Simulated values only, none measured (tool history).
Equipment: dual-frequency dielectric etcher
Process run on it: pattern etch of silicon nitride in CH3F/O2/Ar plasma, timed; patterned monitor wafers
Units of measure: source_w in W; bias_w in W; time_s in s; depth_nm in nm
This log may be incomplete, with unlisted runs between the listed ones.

run	hour	source_w	bias_w	time_s	depth_nm
1	0	290	96	30	20.628
2	3.7	290	111	30	21.728
3	10.6	310	113	30	22.677
4	11.3	290	113	30	22.179
5	17.3	290	129	30	23.411
6	18.2	300	130	30	23.751
7	26.4	310	131	30	24.003

Run 8 comes next. What will it give?
8	27.9	320	132	30	?

For run 8 the tool returned depth_nm 24.175 nm.

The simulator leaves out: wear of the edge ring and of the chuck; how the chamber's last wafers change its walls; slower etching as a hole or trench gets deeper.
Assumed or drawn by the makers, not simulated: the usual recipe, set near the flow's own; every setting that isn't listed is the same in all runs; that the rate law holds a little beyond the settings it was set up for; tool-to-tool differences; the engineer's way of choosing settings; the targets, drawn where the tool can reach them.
